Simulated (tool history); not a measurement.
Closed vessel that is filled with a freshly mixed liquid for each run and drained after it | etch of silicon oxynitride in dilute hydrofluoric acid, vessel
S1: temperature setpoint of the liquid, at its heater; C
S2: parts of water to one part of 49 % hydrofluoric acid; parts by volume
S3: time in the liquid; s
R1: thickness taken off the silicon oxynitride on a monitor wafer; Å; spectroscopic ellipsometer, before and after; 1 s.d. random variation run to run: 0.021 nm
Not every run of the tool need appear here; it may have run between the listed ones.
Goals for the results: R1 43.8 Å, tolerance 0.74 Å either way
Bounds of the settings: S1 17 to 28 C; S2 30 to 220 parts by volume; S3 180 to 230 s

run	hour	S1	S2	S3	R1
1	0	20	125	230	66.215
2	0.9	20	155	230	52.28
3	2.9	20	195	230	40.858
4	11.4	17	195	230	35.196
5	15.8	17.5	195	230	36.253
6	16.7	18	195	230	36.899
7	18.5	18.5	195	230	37.89
8	26.8	19	195	230	38.794
9	27.9	19.5	195	230	39.785
10	31.8	20.5	195	230	41.371
11	35.5	21	195	230	42.287

Exactly one of the 5 candidate moves below puts every result within its allowed miss. Which one?
A	39.2	18	165	225	?
B	39.2	21.5	180	200	?
C	39.2	22	175	190	?
D	39.2	24	190	190	?
E	39.2	21	180	205	?

move	R1
A	43.195
B	41.107
C	41.252
D	41.155
E	41.17
A: hits every target within its allowed miss
B: misses by more than the last run did
C: misses by more than the last run did
D: misses by more than the last run did
E: misses by more than the last run did
Correct choice: A, which meets every target

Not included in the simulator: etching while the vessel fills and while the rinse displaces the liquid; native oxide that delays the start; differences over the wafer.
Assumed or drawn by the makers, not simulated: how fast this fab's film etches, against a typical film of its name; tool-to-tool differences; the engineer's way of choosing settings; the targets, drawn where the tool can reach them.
